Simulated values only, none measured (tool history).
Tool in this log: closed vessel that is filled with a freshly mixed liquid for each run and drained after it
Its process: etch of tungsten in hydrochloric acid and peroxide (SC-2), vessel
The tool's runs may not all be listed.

run,hour,temperature setpoint of the liquid (K),parts of water to one part each of 37 % hydrochloric acid and 30 % peroxide (parts by volume),time in the liquid (s),thickness taken off the tungsten on a monitor wafer (Å)
1,0,326.15,5,40,100.43
2,5.3,328.15,5,40,115.32
3,7.9,328.15,5,40,115.27
4,9.8,328.15,5,30,85.617
5,11.9,322.15,5,30,57.411
6,16.8,319.15,5,30,47.209

Predict the results of run 7:
# hour 23.7: new drum of peroxide connected
7,23.7,323.65,5,30,?

{"run 7": {"thickness taken off the tungsten on a monitor wafer (Å)": 65.966}}
